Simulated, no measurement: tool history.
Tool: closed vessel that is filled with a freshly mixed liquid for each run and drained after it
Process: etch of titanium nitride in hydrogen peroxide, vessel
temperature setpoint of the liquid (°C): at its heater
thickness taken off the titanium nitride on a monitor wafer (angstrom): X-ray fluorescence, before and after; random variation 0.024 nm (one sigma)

| run | hour | temperature setpoint of the liquid (°C) | concentration of hydrogen peroxide in the mixed liquid (% by weight) | time in the liquid (s) | thickness taken off the titanium nitride on a monitor wafer (angstrom) |
|---|---|---|---|---|---|
| 1 | 0 | 48 | 22 | 300 | 87.575 |
| 2 | 1.5 | 51.5 | 22 | 300 | 113.69 |
| 3 | 10.7 | 47.5 | 22 | 300 | 84.784 |
| 4 | 14.1 | 44.5 | 22 | 300 | 67.301 |
| 5 | 22.7 | 40 | 22 | 300 | 48.869 |
| 6 | 30.6 | 40 | 22 | 300 | 48.212 |
| 7 | 37 | 39 | 22 | 300 | 45.03 |

Forecast run 8:
| 8 | 38.2 | 38 | 22 | 300 | ? |

{"run 8": {"thickness taken off the titanium nitride on a monitor wafer (angstrom)": 40.888}}

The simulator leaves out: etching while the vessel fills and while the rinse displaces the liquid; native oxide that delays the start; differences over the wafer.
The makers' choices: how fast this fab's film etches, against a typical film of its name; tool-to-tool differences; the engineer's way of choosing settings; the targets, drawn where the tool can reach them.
